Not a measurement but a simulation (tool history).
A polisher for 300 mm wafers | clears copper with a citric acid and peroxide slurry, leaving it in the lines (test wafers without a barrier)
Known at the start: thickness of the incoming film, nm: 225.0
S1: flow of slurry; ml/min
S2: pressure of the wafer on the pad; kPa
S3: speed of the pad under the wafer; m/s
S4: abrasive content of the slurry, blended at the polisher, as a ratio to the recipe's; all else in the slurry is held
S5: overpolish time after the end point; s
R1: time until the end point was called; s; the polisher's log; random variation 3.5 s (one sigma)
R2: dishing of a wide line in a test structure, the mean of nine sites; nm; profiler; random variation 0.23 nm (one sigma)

run	hour	S1	S2	S3	S4	S5	R1	R2
1	0	235	15.2	0.9	1	16	173.79	15.231
2	7.4	235	15.2	0.9	1	9	172.2	8.8855
3	13.5	205	15.2	0.9	1	9	177.4	8.7474
4	16	200	15.2	0.9	1	10	175.91	9.4285
5	23.5	155	15.2	0.9	1	10	187.02	9.0287
6	29.1	155	15.2	0.9	1	13	186.15	11.745

Run 7 comes next. What will it give?
7	32.4	155	15.2	0.9	1	14	?	?

Run 7 gave R1 189.75 s, R2 12.44 nm.

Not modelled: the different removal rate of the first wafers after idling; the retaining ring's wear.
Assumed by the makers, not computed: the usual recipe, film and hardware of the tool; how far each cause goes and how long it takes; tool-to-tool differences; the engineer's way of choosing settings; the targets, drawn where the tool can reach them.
